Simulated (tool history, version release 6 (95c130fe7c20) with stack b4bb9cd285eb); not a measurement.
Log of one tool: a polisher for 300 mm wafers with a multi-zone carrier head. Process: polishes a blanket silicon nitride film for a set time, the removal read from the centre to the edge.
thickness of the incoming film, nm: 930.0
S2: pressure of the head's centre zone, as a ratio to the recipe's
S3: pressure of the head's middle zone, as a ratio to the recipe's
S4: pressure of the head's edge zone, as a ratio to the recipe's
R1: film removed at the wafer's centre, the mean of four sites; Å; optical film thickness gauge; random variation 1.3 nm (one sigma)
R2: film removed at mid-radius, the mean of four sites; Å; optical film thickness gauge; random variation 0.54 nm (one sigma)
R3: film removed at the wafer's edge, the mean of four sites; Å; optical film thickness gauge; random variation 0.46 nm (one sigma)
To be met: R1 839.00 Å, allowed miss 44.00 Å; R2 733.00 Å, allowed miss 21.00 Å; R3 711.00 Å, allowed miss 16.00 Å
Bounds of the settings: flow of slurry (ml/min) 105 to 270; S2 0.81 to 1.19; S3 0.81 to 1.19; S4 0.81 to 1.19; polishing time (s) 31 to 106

{"run": 1, "hour": 0.0, "flow of slurry (ml/min)": 175, "S2": 1.0, "S3": 1.0, "S4": 1.0, "polishing time (s)": 68, "R1": 1134.3, "R2": 1081.9, "R3": 1108.3}
{"run": 2, "hour": 6.1, "flow of slurry (ml/min)": 175, "S2": 1.0, "S3": 1.0, "S4": 1.0, "polishing time (s)": 79, "R1": 1278.8, "R2": 1270.5, "R3": 1299.0}
{"run": 3, "hour": 14.1, "flow of slurry (ml/min)": 170, "S2": 1.0, "S3": 0.99, "S4": 0.96, "polishing time (s)": 69, "R1": 1113.4, "R2": 1093.8, "R3": 1103.9}
{"run": 4, "hour": 20.0, "flow of slurry (ml/min)": 170, "S2": 1.0, "S3": 0.99, "S4": 0.91, "polishing time (s)": 69, "R1": 1114.7, "R2": 1086.5, "R3": 1074.0}
{"run": 5, "hour": 26.4, "flow of slurry (ml/min)": 170, "S2": 1.0, "S3": 0.92, "S4": 0.91, "polishing time (s)": 69, "R1": 1158.7, "R2": 1025.5, "R3": 1078.5}
{"run": 6, "hour": 27.7, "flow of slurry (ml/min)": 170, "S2": 1.0, "S3": 0.92, "S4": 0.91, "polishing time (s)": 79, "R1": 1286.2, "R2": 1187.1, "R3": 1234.2}
{"run": 7, "hour": 35.7, "flow of slurry (ml/min)": 165, "S2": 1.01, "S3": 0.93, "S4": 0.88, "polishing time (s)": 69, "R1": 1157.4, "R2": 1031.9, "R3": 1066.2}
{"run": 8, "hour": 38.7, "flow of slurry (ml/min)": 170, "S2": 1.02, "S3": 1.01, "S4": 0.81, "polishing time (s)": 50, "R1": 837.63, "R2": 798.89, "R3": 734.98}
{"run": 9, "hour": 43.3, "flow of slurry (ml/min)": 160, "S2": 1.03, "S3": 1.0, "S4": 0.81, "polishing time (s)": 50, "R1": 824.22, "R2": 785.61, "R3": 741.69}
{"run": 10, "hour": 46.8, "flow of slurry (ml/min)": 160, "S2": 1.05, "S3": 0.99, "S4": 0.81, "polishing time (s)": 49, "R1": 841.58, "R2": 766.79, "R3": 724.61}
{"run": 11, "hour": 52.8, "flow of slurry (ml/min)": 155, "S2": 1.06, "S3": 0.98, "S4": 0.81, "polishing time (s)": 49, "R1": 846.65, "R2": 758.65, "R3": 715.49}

Which of these 4 next moves meets every target?
{"run": "A", "hour": 58.8, "flow of slurry (ml/min)": 170, "S2": 1.07, "S3": 0.96, "S4": 0.82, "polishing time (s)": 48, "R1": "?", "R2": "?", "R3": "?"}
{"run": "B", "hour": 58.8, "flow of slurry (ml/min)": 165, "S2": 1.07, "S3": 0.87, "S4": 0.84, "polishing time (s)": 47, "R1": "?", "R2": "?", "R3": "?"}
{"run": "C", "hour": 58.8, "flow of slurry (ml/min)": 135, "S2": 1.11, "S3": 0.91, "S4": 0.86, "polishing time (s)": 48, "R1": "?", "R2": "?", "R3": "?"}
{"run": "D", "hour": 58.8, "flow of slurry (ml/min)": 160, "S2": 1.19, "S3": 0.95, "S4": 0.81, "polishing time (s)": 48, "R1": "?", "R2": "?", "R3": "?"}

move=A R1=844.09 R2=742.18 R3=712.66
move=B R1=821.81 R2=666.56 R3=703.81
move=C R1=839.31 R2=683.58 R3=709.09
move=D R1=929.63 R2=728.50 R3=704.23
A: meets every target
B: takes the result that was furthest off past its target
C: takes the result that was furthest off past its target
D: brings the result that was furthest off to its target, and leaves another outside
The right move is A.
